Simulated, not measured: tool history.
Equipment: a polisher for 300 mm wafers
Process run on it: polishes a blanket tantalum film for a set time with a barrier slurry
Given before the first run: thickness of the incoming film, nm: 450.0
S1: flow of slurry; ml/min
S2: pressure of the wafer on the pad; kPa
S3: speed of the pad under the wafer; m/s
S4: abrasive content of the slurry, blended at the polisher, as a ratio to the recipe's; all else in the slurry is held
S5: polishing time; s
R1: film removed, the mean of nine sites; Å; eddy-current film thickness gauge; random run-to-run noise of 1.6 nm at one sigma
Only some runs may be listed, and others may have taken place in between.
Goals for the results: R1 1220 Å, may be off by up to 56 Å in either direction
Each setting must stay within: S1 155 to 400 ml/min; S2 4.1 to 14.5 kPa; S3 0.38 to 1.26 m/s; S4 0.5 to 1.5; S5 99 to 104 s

| run | day | S1 | S2 | S3 | S4 | S5 | R1 |
|---|---|---|---|---|---|---|---|
| 1 | 0 | 255 | 9 | 0.82 | 1 | 99 | 912.4 |
| 2 | 0.279 | 285 | 9 | 0.82 | 1 | 99 | 906.57 |
| 3 | 0.342 | 285 | 9.7 | 0.82 | 1 | 99 | 952.32 |
| 4 | 0.546 | 285 | 10.3 | 0.82 | 1 | 99 | 979.59 |
| 5 | 0.775 | 245 | 10.3 | 0.82 | 1 | 99 | 1007.8 |
| 6 | 1.046 | 245 | 10.3 | 0.82 | 0.9 | 99 | 963.54 |
| 7 | 1.412 | 245 | 11 | 0.82 | 0.9 | 99 | 1027 |
| 8 | 1.446 | 245 | 11.7 | 0.82 | 0.9 | 99 | 1080.6 |
| 9 | 1.775 | 245 | 12.4 | 0.82 | 0.9 | 99 | 1106.6 |

Exactly one of the 4 candidate moves below puts every result within its allowed miss. Which one?
| A | 2.104 | 245 | 11.7 | 0.86 | 0.8 | 99 | ? |
| B | 2.104 | 240 | 11.7 | 0.84 | 1 | 99 | ? |
| C | 2.104 | 220 | 10.3 | 0.92 | 1.2 | 104 | ? |
| D | 2.104 | 240 | 12.4 | 0.66 | 0.9 | 99 | ? |

| move | R1 |
|---|---|
| A | 1098.3 |
| B | 1144.6 |
| C | 1234 |
| D | 928.07 |
A: its largest miss is bigger than the last run's
B: closer than the last run, but not yet in spec
C: meets every target
D: its largest miss is bigger than the last run's
C is the move that brings every result within its allowed miss.
